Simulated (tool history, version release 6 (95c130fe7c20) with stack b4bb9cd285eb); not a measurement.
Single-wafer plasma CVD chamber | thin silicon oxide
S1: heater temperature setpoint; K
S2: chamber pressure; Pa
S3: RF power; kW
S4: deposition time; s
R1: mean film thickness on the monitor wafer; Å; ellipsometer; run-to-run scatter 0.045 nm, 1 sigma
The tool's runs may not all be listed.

Run 1, hour 0: S1 693.15 K, S2 76.8 Pa, S3 0.23 kW, S4 8.84 s. Result: R1 98.823 Å.
Run 2, hour 3.3: S1 693.15 K, S2 84.3 Pa, S3 0.23 kW, S4 8.84 s. Result: R1 107.56 Å.
Run 3, hour 4.9: S1 693.15 K, S2 90.8 Pa, S3 0.23 kW, S4 8.84 s. Result: R1 115.73 Å.
Run 4, hour 8.5: S1 693.15 K, S2 77.3 Pa, S3 0.23 kW, S4 8.84 s. Result: R1 99.527 Å.
Run 5, hour 16.2: S1 703.15 K, S2 77.3 Pa, S3 0.23 kW, S4 8.84 s. Result: R1 98.697 Å.
Run 6, hour 21.1: S1 713.15 K, S2 77.3 Pa, S3 0.23 kW, S4 8.84 s. Result: R1 98.155 Å.
Run 7, hour 22.8: S1 713.15 K, S2 86.1 Pa, S3 0.23 kW, S4 8.84 s. Result: R1 108.17 Å.
Run 8, hour 27.7: S1 713.15 K, S2 92.8 Pa, S3 0.23 kW, S4 8.84 s. Result: R1 116.89 Å.

Run 9 has not been measured yet. What should we expect?
Run 9, hour 33.6: S1 713.15 K, S2 97.2 Pa, S3 0.23 kW, S4 8.84 s. Result: R1 ?.

Run 9 gave R1 121.3 Å.

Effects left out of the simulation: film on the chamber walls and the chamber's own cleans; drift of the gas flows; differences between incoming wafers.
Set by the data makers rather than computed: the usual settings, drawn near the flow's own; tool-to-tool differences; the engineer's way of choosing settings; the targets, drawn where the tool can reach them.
